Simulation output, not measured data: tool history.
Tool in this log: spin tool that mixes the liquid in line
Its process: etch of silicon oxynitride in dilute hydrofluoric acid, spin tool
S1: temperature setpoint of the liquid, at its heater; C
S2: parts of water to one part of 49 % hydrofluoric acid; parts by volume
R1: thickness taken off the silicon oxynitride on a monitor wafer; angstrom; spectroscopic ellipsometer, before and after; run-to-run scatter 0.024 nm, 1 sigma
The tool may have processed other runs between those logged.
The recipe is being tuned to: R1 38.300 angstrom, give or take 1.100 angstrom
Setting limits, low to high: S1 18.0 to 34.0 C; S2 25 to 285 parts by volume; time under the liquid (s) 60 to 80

run 1 day=0.000 | S1=26.0 S2=155 time_under_the_liquid_(s)=80 | R1=16.440
run 2 day=0.292 | S1=26.0 S2=155 time_under_the_liquid_(s)=60 | R1=12.365
run 3 day=0.421 | S1=28.0 S2=130 time_under_the_liquid_(s)=60 | R1=16.370
run 4 day=0.579 | S1=25.5 S2=130 time_under_the_liquid_(s)=60 | R1=14.597
run 5 day=0.717 | S1=27.5 S2=105 time_under_the_liquid_(s)=60 | R1=20.370
run 6 day=0.988 | S1=26.0 S2=105 time_under_the_liquid_(s)=60 | R1=19.098
run 7 day=1.042 | S1=28.0 S2=90 time_under_the_liquid_(s)=60 | R1=24.777
run 8 day=1.275 | S1=29.5 S2=85 time_under_the_liquid_(s)=60 | R1=27.681
run 9 day=1.571 | S1=30.5 S2=85 time_under_the_liquid_(s)=60 | R1=29.209
run 10 day=1.846 | S1=31.5 S2=85 time_under_the_liquid_(s)=60 | R1=30.798
run 11 day=2.179 | S1=32.0 S2=80 time_under_the_liquid_(s)=60 | R1=33.393
run 12 day=2.312 | S1=32.5 S2=80 time_under_the_liquid_(s)=60 | R1=34.563

Exactly one of the 5 candidate moves below puts every result within its allowed miss. Which one?
run A day=2.446 | S1=32.0 S2=75 time_under_the_liquid_(s)=60 | R1=?
run B day=2.446 | S1=33.5 S2=75 time_under_the_liquid_(s)=60 | R1=?
run C day=2.446 | S1=32.0 S2=85 time_under_the_liquid_(s)=80 | R1=?
run D day=2.446 | S1=30.0 S2=70 time_under_the_liquid_(s)=60 | R1=?
run E day=2.446 | S1=30.5 S2=90 time_under_the_liquid_(s)=80 | R1=?

move=A R1=35.811
move=B R1=38.290
move=C R1=41.665
move=D R1=35.229
move=E R1=36.598
A: better than the last run, though not everything is in spec
B: all results in spec
C: the result that was furthest off in the last run now lies on the other side of its target
D: better than the last run, though not everything is in spec
E: better than the last run, though not everything is in spec
So the answer is move B, the one that meets all the targets.

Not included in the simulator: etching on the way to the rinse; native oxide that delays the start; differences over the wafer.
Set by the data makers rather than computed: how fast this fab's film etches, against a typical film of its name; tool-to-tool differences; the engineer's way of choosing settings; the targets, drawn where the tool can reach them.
